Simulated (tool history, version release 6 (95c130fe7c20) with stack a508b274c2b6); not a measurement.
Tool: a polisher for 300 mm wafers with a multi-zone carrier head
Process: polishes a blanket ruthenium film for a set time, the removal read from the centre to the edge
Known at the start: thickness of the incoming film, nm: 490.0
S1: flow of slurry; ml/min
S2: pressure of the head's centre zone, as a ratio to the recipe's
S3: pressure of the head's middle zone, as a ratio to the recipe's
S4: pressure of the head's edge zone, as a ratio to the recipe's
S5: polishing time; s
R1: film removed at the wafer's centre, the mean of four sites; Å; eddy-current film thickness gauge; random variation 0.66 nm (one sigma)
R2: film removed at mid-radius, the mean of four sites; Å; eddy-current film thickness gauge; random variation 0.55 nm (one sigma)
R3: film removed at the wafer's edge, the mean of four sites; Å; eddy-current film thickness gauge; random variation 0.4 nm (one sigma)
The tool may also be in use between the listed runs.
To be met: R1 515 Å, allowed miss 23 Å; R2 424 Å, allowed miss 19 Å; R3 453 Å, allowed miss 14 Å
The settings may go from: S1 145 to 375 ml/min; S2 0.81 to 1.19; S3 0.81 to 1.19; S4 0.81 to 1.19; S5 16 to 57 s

run  hour   S1    S2    S3    S4  S5      R1      R2      R3
  1     0  240     1     1     1  36  497.24  512.88  515.83
  2   5.1  235  1.02  0.98  0.98  36  515.56  496.98  512.27
  3   5.8  230  1.03  0.97  0.96  36  509.17  489.94  504.05
  4  10.3  230  1.03  0.97  0.96  41  594.11  567.38  579.84
  5    17  230  0.99  0.97  0.96  41  563.57   571.5  571.87
  6    21  200  0.99  0.97  0.96  41  546.42  551.46  570.65
  7  29.9  210     1  0.95  0.94  40   550.7   540.5  550.22
  8  34.3  205  1.01  0.93  0.93  39  538.05  509.67  543.35
  9  38.9  205  1.01  0.93  0.93  39  532.51  514.89  536.72
 10  46.7  210  1.03  0.92  0.92  38  537.24     491  515.16
 11  53.5  210  1.03  0.92  0.92  38  524.09  501.03  519.77

4 next moves are on the table. One of them brings every result within its allowed miss. Which?
  A  60.3  315  0.98  1.14  0.81  36   ?   ?   ?
  B  60.3  335  1.05  1.13  0.87  34   ?   ?   ?
  C  60.3  220  1.17  0.93  0.98  32   ?   ?   ?
  D  60.3  225  0.96  0.91  1.01  41   ?   ?   ?

move      R1      R2      R3
   A  489.06  570.37  482.81
   B  497.94  537.53  472.59
   C  498.93  418.59  456.95
   D  525.17  529.66   595.3
A: further off than the last run
B: further off than the last run
C: meets every target
D: further off than the last run
The right move is C.
